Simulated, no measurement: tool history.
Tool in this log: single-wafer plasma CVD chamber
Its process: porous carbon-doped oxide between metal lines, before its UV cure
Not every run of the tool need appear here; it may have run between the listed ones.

| run | hour | heater temperature setpoint (°C) | RF power (W) | deposition time (s) | mean film thickness on the monitor wafer (angstrom) |
|---|---|---|---|---|---|
| 1 | 0 | 325 | 500 | 24 | 1166.7 |
| 2 | 2.3 | 331 | 485 | 24 | 1111.7 |
| 3 | 5.1 | 331 | 485 | 24.7 | 1148.8 |
| 4 | 8.3 | 331 | 535 | 24.7 | 1222 |
| 5 | 11.9 | 335 | 505 | 24.7 | 1159.5 |
| 6 | 17.5 | 338 | 480 | 24.7 | 1104.2 |
| 7 | 19.6 | 340 | 465 | 24.7 | 1071.2 |

Forecast run 8:
| 8 | 23.7 | 342 | 450 | 24.7 | ? |

Logged for run 8: mean film thickness on the monitor wafer (angstrom) 1047.
